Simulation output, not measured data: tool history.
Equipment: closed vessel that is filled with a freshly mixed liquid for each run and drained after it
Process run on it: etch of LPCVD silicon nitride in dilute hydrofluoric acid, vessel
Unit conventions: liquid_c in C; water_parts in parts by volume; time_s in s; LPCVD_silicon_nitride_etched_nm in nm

run	hour	liquid_c	water_parts	time_s	LPCVD_silicon_nitride_etched_nm
1	0.0	24.0	120	2935	10.8960
2	1.8	24.0	140	2935	9.2430
3	11.4	24.0	120	2935	10.8690
4	12.9	24.0	105	2935	12.4910
5	15.4	23.0	105	2935	11.6510
6	25.0	23.0	145	2935	8.4901
7	30.4	23.5	145	2935	8.7595
8	40.0	24.0	145	2935	9.0052

Run 9 is up next; what results do you expect?
9	43.8	24.5	145	2935	?

Run 9 yielded LPCVD_silicon_nitride_etched_nm 9.2964 nm.
